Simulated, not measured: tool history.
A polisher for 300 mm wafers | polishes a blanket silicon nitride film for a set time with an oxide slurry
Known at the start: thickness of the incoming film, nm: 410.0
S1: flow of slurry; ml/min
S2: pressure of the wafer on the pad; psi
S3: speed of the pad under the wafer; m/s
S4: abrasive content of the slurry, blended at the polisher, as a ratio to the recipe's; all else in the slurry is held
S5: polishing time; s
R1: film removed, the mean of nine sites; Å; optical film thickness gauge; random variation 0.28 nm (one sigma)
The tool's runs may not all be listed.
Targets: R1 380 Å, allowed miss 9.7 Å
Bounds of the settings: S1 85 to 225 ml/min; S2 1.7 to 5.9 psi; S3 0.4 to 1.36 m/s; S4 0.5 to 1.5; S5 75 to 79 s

run	hour	S1	S2	S3	S4	S5	R1
1	0	145	3.8	0.88	1	75	529.46
2	3.2	145	3.8	0.88	1.15	75	545.49
3	8.8	175	3.8	0.88	1.15	75	573.15
4	12.3	165	3.6	0.88	1.15	75	537.82
5	20	165	3.6	0.96	1.15	75	576.26
6	29	135	3.6	0.96	1.15	75	556.72
7	34	130	3.3	0.96	1.15	75	506.58
8	42.4	130	3.3	0.96	1.15	75	500.03
9	44.8	125	3.2	0.96	1.15	75	484.96
10	52.2	120	3.1	0.96	1.15	75	470.98
11	58.6	120	3.1	0.96	1.15	75	466.48
12	66.8	115	3	0.96	1.15	75	446.84

4 next moves are on the table. One of them brings every result within its allowed miss. Which?
A	75	105	3	0.72	1.2	75	?
B	75	130	2.8	0.84	1.1	75	?
C	75	125	2.4	0.94	1.15	75	?
D	75	120	2.8	0.92	1.1	75	?

move	R1
A	352.65
B	381.28
C	361.95
D	403.28
A: takes the result that was furthest off past its target
B: meets every target
C: takes the result that was furthest off past its target
D: nearer than the last run, and not there yet
Answer: B

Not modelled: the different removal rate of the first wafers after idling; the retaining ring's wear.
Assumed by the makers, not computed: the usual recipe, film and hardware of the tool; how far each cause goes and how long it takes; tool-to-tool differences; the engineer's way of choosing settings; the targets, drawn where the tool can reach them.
